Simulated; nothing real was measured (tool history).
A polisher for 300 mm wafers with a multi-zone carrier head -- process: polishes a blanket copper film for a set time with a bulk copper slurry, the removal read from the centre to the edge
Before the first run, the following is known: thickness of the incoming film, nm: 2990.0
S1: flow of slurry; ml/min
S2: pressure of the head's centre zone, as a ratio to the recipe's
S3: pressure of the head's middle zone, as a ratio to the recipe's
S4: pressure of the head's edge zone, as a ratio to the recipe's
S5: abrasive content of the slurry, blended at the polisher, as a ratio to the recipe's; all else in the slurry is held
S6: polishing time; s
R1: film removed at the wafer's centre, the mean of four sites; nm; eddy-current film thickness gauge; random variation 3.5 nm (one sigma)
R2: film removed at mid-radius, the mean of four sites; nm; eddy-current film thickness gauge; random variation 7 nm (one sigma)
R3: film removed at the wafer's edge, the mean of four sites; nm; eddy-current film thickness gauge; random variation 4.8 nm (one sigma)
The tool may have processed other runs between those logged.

{"run": 1, "hour": 0.0, "S1": 255, "S2": 1, "S3": 1, "S4": 1, "S5": 1, "S6": 65, "R1": 704, "R2": 684.58, "R3": 719.49}
{"run": 2, "hour": 4.5, "S1": 245, "S2": 0.95, "S3": 1.01, "S4": 0.96, "S5": 0.85, "S6": 59, "R1": 565.14, "R2": 595.55, "R3": 591.52}
{"run": 3, "hour": 9.7, "S1": 245, "S2": 0.95, "S3": 1.01, "S4": 0.96, "S5": 0.85, "S6": 49, "R1": 474.4, "R2": 506.07, "R3": 495.1}
{"run": 4, "hour": 10.7, "S1": 245, "S2": 0.95, "S3": 0.94, "S4": 0.96, "S5": 0.85, "S6": 49, "R1": 477.41, "R2": 469.65, "R3": 496.78}
{"run": 5, "hour": 18.7, "S1": 235, "S2": 0.91, "S3": 0.95, "S4": 0.93, "S5": 0.85, "S6": 49, "R1": 460.08, "R2": 468.71, "R3": 495.25}
{"run": 6, "hour": 20.6, "S1": 265, "S2": 0.91, "S3": 0.95, "S4": 0.93, "S5": 0.85, "S6": 49, "R1": 463.32, "R2": 469.45, "R3": 489.53}
{"run": 7, "hour": 24.2, "S1": 260, "S2": 0.88, "S3": 0.97, "S4": 0.92, "S5": 0.8, "S6": 49, "R1": 431.88, "R2": 464.7, "R3": 474.55}

Predict the results of run 8:
{"run": 8, "hour": 30.7, "S1": 260, "S2": 0.86, "S3": 0.99, "S4": 0.91, "S5": 0.8, "S6": 49, "R1": "?", "R2": "?", "R3": "?"}

{"run 8": {"R1": 428.98, "R2": 465.63, "R3": 471.97}}
